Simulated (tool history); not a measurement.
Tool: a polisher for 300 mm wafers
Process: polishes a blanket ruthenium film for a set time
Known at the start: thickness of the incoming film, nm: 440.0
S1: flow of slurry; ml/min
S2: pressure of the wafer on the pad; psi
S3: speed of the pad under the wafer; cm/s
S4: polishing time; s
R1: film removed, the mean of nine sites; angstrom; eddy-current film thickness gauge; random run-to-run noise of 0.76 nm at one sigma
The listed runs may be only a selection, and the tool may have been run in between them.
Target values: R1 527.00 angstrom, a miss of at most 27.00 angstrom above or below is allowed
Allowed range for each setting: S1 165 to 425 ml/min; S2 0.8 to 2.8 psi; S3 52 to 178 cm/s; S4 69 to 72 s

run,hour,S1,S2,S3,S4,R1
1,0.0,275,1.8,114,69,857.51
2,6.8,275,1.6,112,69,791.51
3,8.8,275,1.6,112,69,774.62
4,15.4,275,1.6,112,72,790.83
5,17.8,275,1.6,92,72,680.97
6,19.1,275,1.6,92,72,687.23
7,26.2,275,1.5,90,72,635.66
8,33.5,275,1.4,90,72,608.20
9,36.5,275,1.3,90,72,558.78

4 next moves are on the table. One of them brings every result within its allowed miss. Which?
A,39.5,250,1.2,82,69,?
B,39.5,315,1.1,84,69,?
C,39.5,240,1.4,68,69,?
D,39.5,250,1.3,88,70,?

move,R1
A,474.73
B,454.74
C,486.26
D,544.93
A: the result that was furthest off in the last run now lies on the other side of its target
B: the result that was furthest off in the last run now lies on the other side of its target
C: the result that was furthest off in the last run now lies on the other side of its target
D: every result lands within tolerance
The move that meets every target is D.
